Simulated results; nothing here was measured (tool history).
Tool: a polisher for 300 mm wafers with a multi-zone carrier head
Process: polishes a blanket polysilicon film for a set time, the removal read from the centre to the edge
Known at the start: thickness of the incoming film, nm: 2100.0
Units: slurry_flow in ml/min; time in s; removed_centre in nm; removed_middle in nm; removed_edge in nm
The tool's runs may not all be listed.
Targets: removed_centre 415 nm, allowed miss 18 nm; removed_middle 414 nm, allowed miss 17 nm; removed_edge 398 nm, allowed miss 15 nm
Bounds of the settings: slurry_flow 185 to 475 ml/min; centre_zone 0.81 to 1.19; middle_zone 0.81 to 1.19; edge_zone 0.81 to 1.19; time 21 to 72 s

run 1 hour=0 | slurry_flow=305 centre_zone=1 middle_zone=1 edge_zone=1 time=46 | removed_centre=338.72 removed_middle=331.23 removed_edge=316.9
run 2 hour=2.5 | slurry_flow=305 centre_zone=1 middle_zone=1.01 edge_zone=1.01 time=47 | removed_centre=343.74 removed_middle=338.01 removed_edge=321.74
run 3 hour=5.3 | slurry_flow=305 centre_zone=1 middle_zone=1.01 edge_zone=1.02 time=48 | removed_centre=342.91 removed_middle=342.29 removed_edge=339.63
run 4 hour=7.6 | slurry_flow=305 centre_zone=1.01 middle_zone=1.02 edge_zone=1.02 time=49 | removed_centre=354.17 removed_middle=348.93 removed_edge=341.17
run 5 hour=16.3 | slurry_flow=305 centre_zone=1.01 middle_zone=1.03 edge_zone=1.02 time=50 | removed_centre=356.95 removed_middle=364.32 removed_edge=349.73
run 6 hour=18.6 | slurry_flow=305 centre_zone=1.02 middle_zone=1.03 edge_zone=1.02 time=51 | removed_centre=383.15 removed_middle=375.05 removed_edge=355.01
run 7 hour=21.5 | slurry_flow=305 centre_zone=1.02 middle_zone=1.03 edge_zone=1.03 time=51 | removed_centre=373.55 removed_middle=371.4 removed_edge=357.39
run 8 hour=28.1 | slurry_flow=305 centre_zone=1.02 middle_zone=1.03 edge_zone=1.03 time=51 | removed_centre=374.3 removed_middle=370.74 removed_edge=358.49
run 9 hour=29.6 | slurry_flow=305 centre_zone=1.02 middle_zone=1.04 edge_zone=1.04 time=51 | removed_centre=371.42 removed_middle=369.27 removed_edge=357.44
run 10 hour=31.8 | slurry_flow=305 centre_zone=1.02 middle_zone=1.04 edge_zone=1.04 time=52 | removed_centre=382.74 removed_middle=387.73 removed_edge=373.31
run 11 hour=32.6 | slurry_flow=305 centre_zone=1.03 middle_zone=1.04 edge_zone=1.04 time=52 | removed_centre=391 removed_middle=385.15 removed_edge=363.65
run 12 hour=34 | slurry_flow=305 centre_zone=1.03 middle_zone=1.04 edge_zone=1.05 time=52 | removed_centre=379.64 removed_middle=388.9 removed_edge=368.27
run 13 hour=42.2 | slurry_flow=310 centre_zone=1.05 middle_zone=1.02 edge_zone=1.06 time=54 | removed_centre=409.73 removed_middle=390.03 removed_edge=386.66
run 14 hour=45 | slurry_flow=310 centre_zone=1.05 middle_zone=1.02 edge_zone=1.06 time=54 | removed_centre=415 removed_middle=389.99 removed_edge=385.45

5 next moves are on the table. One of them brings every result within its allowed miss. Which?
run A hour=47.8 | slurry_flow=320 centre_zone=1.08 middle_zone=0.89 edge_zone=1.08 time=54 | removed_centre=? removed_middle=? removed_edge=?
run B hour=47.8 | slurry_flow=195 centre_zone=1.08 middle_zone=0.95 edge_zone=1.04 time=57 | removed_centre=? removed_middle=? removed_edge=?
run C hour=47.8 | slurry_flow=195 centre_zone=1.12 middle_zone=0.95 edge_zone=1.12 time=55 | removed_centre=? removed_middle=? removed_edge=?
run D hour=47.8 | slurry_flow=355 centre_zone=1.05 middle_zone=1.05 edge_zone=1.11 time=54 | removed_centre=? removed_middle=? removed_edge=?
run E hour=47.8 | slurry_flow=295 centre_zone=1.03 middle_zone=1 edge_zone=1.07 time=54 | removed_centre=? removed_middle=? removed_edge=?

move=A removed_centre=409.51 removed_middle=358.27 removed_edge=391.81
move=B removed_centre=412.32 removed_middle=382.57 removed_edge=392.66
move=C removed_centre=412.69 removed_middle=369.02 removed_edge=393.22
move=D removed_centre=401.83 removed_middle=414.77 removed_edge=398.72
move=E removed_centre=388.02 removed_middle=392.59 removed_edge=387.56
A: further off than the last run
B: further off than the last run
C: further off than the last run
D: meets every target
E: further off than the last run
The right move is D.

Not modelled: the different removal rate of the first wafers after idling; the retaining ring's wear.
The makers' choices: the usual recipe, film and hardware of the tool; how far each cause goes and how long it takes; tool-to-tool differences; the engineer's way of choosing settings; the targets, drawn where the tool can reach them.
